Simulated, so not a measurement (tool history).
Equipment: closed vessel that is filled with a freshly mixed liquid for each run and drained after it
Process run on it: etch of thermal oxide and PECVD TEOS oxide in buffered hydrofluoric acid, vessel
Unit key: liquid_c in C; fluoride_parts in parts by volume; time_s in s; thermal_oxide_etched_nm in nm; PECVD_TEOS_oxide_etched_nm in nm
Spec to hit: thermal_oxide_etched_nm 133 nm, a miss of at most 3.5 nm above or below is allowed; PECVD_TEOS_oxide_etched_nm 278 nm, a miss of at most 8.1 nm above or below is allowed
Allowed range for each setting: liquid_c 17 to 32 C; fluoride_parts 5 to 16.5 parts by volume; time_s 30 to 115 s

run	day	liquid_c	fluoride_parts	time_s	thermal_oxide_etched_nm	PECVD_TEOS_oxide_etched_nm
1	0	25	10	60	77.566	161.16
2	0.362	27	9.5	60	88.692	187.42
3	0.404	28	9	60	97.505	203.84
4	0.679	29	8.5	60	108.51	229.75
5	0.879	29	10.5	60	91.999	190.92
6	1.004	26	10.5	60	78.175	164
7	1.067	27.5	9.5	60	91.434	192.09
8	1.317	29	9	60	102.67	214.22
9	1.5	30	8.5	60	113.88	242.19
10	1.683	30.5	8.5	60	117.58	245.36
11	1.729	31	8.5	60	121	253.27
12	1.871	31.5	8.5	60	124.06	259.86

4 candidate next runs follow, results not yet known. Just one meets every target within its allowed miss. Identify it.
A	2.012	30	5	45	?	?
B	2.012	28.5	9	80	?	?
C	2.012	32	8	55	?	?
D	2.012	27.5	5	45	?	?

move	thermal_oxide_etched_nm	PECVD_TEOS_oxide_etched_nm
A	141.21	296.72
B	132.65	278.74
C	124.43	261.45
D	123.78	260.1
A: the result that was furthest off in the last run now lies on the other side of its target
B: in spec on every target
C: as far off as the last run
D: as far off as the last run
B meets every target.
